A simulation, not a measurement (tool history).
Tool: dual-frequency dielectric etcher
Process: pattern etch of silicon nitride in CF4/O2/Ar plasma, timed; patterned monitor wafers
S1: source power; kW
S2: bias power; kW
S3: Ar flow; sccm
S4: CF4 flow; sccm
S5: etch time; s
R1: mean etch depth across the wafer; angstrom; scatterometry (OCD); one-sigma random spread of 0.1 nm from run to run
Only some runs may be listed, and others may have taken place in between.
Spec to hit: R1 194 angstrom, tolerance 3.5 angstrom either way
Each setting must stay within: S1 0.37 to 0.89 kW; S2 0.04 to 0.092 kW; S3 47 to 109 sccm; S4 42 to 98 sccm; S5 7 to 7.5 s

Run 1, hour 0: S1 0.63 kW, S2 0.066 kW, S3 78 sccm, S4 70 sccm, S5 7.5 s. Result: R1 176.85 angstrom.
Run 2, hour 9: S1 0.59 kW, S2 0.066 kW, S3 78 sccm, S4 70 sccm, S5 7.5 s. Result: R1 167.46 angstrom.
Run 3, hour 12.9: S1 0.59 kW, S2 0.066 kW, S3 86 sccm, S4 70 sccm, S5 7.5 s. Result: R1 167.82 angstrom.
Run 4, hour 20: S1 0.62 kW, S2 0.066 kW, S3 86 sccm, S4 70 sccm, S5 7.5 s. Result: R1 171.76 angstrom.
Run 5, hour 29: S1 0.62 kW, S2 0.066 kW, S3 93 sccm, S4 70 sccm, S5 7.5 s. Result: R1 172.27 angstrom.
Run 6, hour 31.9: S1 0.62 kW, S2 0.066 kW, S3 93 sccm, S4 70 sccm, S5 7.5 s. Result: R1 171 angstrom.
Run 7, hour 35.6: S1 0.65 kW, S2 0.066 kW, S3 93 sccm, S4 70 sccm, S5 7.5 s. Result: R1 177.92 angstrom.
Run 8, hour 38.3: S1 0.67 kW, S2 0.066 kW, S3 93 sccm, S4 70 sccm, S5 7.5 s. Result: R1 178.52 angstrom.
Run 9, hour 41.2: S1 0.69 kW, S2 0.066 kW, S3 93 sccm, S4 70 sccm, S5 7.5 s. Result: R1 184.71 angstrom.
Run 10, hour 44.2: S1 0.7 kW, S2 0.066 kW, S3 93 sccm, S4 70 sccm, S5 7.5 s. Result: R1 186.34 angstrom.
Run 11, hour 45.9: S1 0.71 kW, S2 0.066 kW, S3 93 sccm, S4 70 sccm, S5 7.5 s. Result: R1 188 angstrom.
Run 12, hour 47.3: S1 0.72 kW, S2 0.066 kW, S3 93 sccm, S4 70 sccm, S5 7.5 s. Result: R1 189.54 angstrom.

Next run, 5 choices. One meets every target within its allowed miss, the rest don't. Which?
Run A, hour 48.7: S1 0.68 kW, S2 0.065 kW, S3 75 sccm, S4 65 sccm, S5 7.5 s. Result: R1 ?.
Run B, hour 48.7: S1 0.75 kW, S2 0.073 kW, S3 88 sccm, S4 72 sccm, S5 7 s. Result: R1 ?.
Run C, hour 48.7: S1 0.72 kW, S2 0.069 kW, S3 88 sccm, S4 75 sccm, S5 7 s. Result: R1 ?.
Run D, hour 48.7: S1 0.69 kW, S2 0.061 kW, S3 90 sccm, S4 64 sccm, S5 7.5 s. Result: R1 ?.
Run E, hour 48.7: S1 0.79 kW, S2 0.06 kW, S3 94 sccm, S4 64 sccm, S5 7 s. Result: R1 ?.

move      R1
   A  185.75
   B  193.34
   C  183.79
   D  177.93
   E  180.69
A: its largest miss is bigger than the last run's
B: every result within its allowed miss
C: its largest miss is bigger than the last run's
D: its largest miss is bigger than the last run's
E: its largest miss is bigger than the last run's
Answer: B
